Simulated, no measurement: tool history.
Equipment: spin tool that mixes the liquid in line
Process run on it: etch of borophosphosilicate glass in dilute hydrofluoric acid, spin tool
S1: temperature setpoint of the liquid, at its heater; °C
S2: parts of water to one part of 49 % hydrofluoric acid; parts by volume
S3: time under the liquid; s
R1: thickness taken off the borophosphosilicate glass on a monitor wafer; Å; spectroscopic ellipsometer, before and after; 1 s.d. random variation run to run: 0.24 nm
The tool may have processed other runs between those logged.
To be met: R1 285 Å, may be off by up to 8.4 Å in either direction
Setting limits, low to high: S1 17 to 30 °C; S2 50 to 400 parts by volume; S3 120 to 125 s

run    day    S1   S2   S3      R1
  1      0    22  225  120  324.18
  2  0.367    22  305  120   223.4
  3  0.625  23.5  305  120  236.85
  4  0.975  26.5  305  120  258.51
  5  1.342  25.5  305  120  249.53
  6  1.446  26.5  305  120  258.81
  7  1.654    27  305  120  258.47
  8    1.9  27.5  305  120  270.78
  9  1.967    28  305  120  273.34

Pick the move, out of 4, that brings all results within their allowed miss; only one does.
  A  2.033  27.5  290  120   ?
  B  2.033    29  315  120   ?
  C  2.033    29  320  120   ?
  D  2.033  27.5  310  120   ?

move      R1
   A  292.16
   B  275.18
   C  269.45
   D  267.65
A: every result within its allowed miss
B: closer than the last run, but not yet in spec
C: further off than the last run
D: further off than the last run
Move A is the one to make.

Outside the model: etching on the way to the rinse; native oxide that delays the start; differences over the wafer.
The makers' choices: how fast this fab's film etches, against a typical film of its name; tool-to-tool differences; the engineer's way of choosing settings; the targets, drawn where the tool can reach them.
